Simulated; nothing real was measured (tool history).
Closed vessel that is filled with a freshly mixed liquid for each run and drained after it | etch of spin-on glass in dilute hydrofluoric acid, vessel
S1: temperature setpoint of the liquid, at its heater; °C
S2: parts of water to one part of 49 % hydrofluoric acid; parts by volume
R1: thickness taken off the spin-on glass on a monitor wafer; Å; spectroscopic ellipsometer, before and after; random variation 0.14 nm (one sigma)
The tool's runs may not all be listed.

{"run": 1, "hour": 0.0, "S1": 24.0, "S2": 195, "time in the liquid (s)": 100, "R1": 208.77}
{"run": 2, "hour": 3.4, "S1": 24.0, "S2": 125, "time in the liquid (s)": 100, "R1": 350.79}
{"run": 3, "hour": 8.0, "S1": 24.0, "S2": 125, "time in the liquid (s)": 100, "R1": 352.37}
{"run": 4, "hour": 9.5, "S1": 26.5, "S2": 125, "time in the liquid (s)": 100, "R1": 388.25}
{"run": 5, "hour": 16.9, "S1": 25.0, "S2": 130, "time in the liquid (s)": 100, "R1": 349.88}
{"run": 6, "hour": 20.9, "S1": 23.0, "S2": 130, "time in the liquid (s)": 100, "R1": 324.75}
{"run": 7, "hour": 29.3, "S1": 22.0, "S2": 130, "time in the liquid (s)": 100, "R1": 309.29}
{"run": 8, "hour": 30.9, "S1": 21.5, "S2": 130, "time in the liquid (s)": 100, "R1": 304.77}
{"run": 9, "hour": 32.4, "S1": 21.0, "S2": 130, "time in the liquid (s)": 100, "R1": 299.78}
{"run": 10, "hour": 39.6, "S1": 20.5, "S2": 130, "time in the liquid (s)": 100, "R1": 293.84}
{"run": 11, "hour": 41.4, "S1": 20.0, "S2": 130, "time in the liquid (s)": 100, "R1": 287.03}
{"run": 12, "hour": 45.2, "S1": 19.5, "S2": 130, "time in the liquid (s)": 100, "R1": 278.68}
{"run": 13, "hour": 47.1, "S1": 19.0, "S2": 130, "time in the liquid (s)": 100, "R1": 275.76}
{"run": 14, "hour": 54.9, "S1": 18.5, "S2": 130, "time in the liquid (s)": 100, "R1": 270.01}
{"run": 15, "hour": 62.3, "S1": 17.5, "S2": 135, "time in the liquid (s)": 100, "R1": 246.02}

Forecast run 16:
{"run": 16, "hour": 67.5, "S1": 17.0, "S2": 135, "time in the liquid (s)": 100, "R1": "?"}

R1: 241.24 Å
